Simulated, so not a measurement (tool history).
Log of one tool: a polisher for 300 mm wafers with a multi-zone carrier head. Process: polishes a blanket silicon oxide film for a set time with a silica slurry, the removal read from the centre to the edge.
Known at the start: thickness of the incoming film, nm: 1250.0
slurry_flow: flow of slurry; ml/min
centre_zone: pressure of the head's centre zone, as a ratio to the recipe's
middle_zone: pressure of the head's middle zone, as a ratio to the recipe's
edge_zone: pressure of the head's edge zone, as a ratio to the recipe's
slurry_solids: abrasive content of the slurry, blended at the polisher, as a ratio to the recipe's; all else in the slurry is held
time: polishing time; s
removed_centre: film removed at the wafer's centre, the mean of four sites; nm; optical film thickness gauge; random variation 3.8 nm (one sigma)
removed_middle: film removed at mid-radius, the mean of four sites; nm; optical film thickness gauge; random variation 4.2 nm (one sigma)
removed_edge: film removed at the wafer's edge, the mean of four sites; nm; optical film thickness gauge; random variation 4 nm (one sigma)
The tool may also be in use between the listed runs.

run 1 hour=0.0 | slurry_flow=170 centre_zone=1.00 middle_zone=1.00 edge_zone=1.00 slurry_solids=1.00 time=47 | removed_centre=208.17 removed_middle=207.60 removed_edge=216.61
run 2 hour=1.7 | slurry_flow=170 centre_zone=1.00 middle_zone=1.00 edge_zone=1.00 slurry_solids=1.15 time=47 | removed_centre=218.87 removed_middle=216.53 removed_edge=234.79
run 3 hour=10.1 | slurry_flow=170 centre_zone=1.00 middle_zone=0.97 edge_zone=1.00 slurry_solids=1.15 time=47 | removed_centre=221.06 removed_middle=212.91 removed_edge=233.00
run 4 hour=13.9 | slurry_flow=180 centre_zone=1.02 middle_zone=1.02 edge_zone=0.98 slurry_solids=1.20 time=48 | removed_centre=235.79 removed_middle=230.51 removed_edge=245.36
run 5 hour=18.4 | slurry_flow=190 centre_zone=1.04 middle_zone=1.07 edge_zone=0.96 slurry_solids=1.25 time=49 | removed_centre=257.82 removed_middle=253.23 removed_edge=244.09
run 6 hour=26.3 | slurry_flow=190 centre_zone=1.08 middle_zone=1.07 edge_zone=0.96 slurry_solids=1.25 time=49 | removed_centre=260.15 removed_middle=247.60 removed_edge=247.12
run 7 hour=35.2 | slurry_flow=195 centre_zone=1.07 middle_zone=1.09 edge_zone=0.98 slurry_solids=1.30 time=49 | removed_centre=271.64 removed_middle=265.01 removed_edge=257.56
run 8 hour=42.8 | slurry_flow=200 centre_zone=1.06 middle_zone=1.10 edge_zone=1.00 slurry_solids=1.30 time=49 | removed_centre=256.82 removed_middle=259.95 removed_edge=259.96
run 9 hour=44.9 | slurry_flow=200 centre_zone=1.06 middle_zone=1.12 edge_zone=0.99 slurry_solids=1.35 time=49 | removed_centre=269.20 removed_middle=273.12 removed_edge=252.01

Forecast run 10:
run 10 hour=52.1 | slurry_flow=205 centre_zone=1.06 middle_zone=1.12 edge_zone=1.01 slurry_solids=1.40 time=49 | removed_centre=? removed_middle=? removed_edge=?

{"run 10": {"removed_centre": 262.88, "removed_middle": 275.59, "removed_edge": 264.45}}
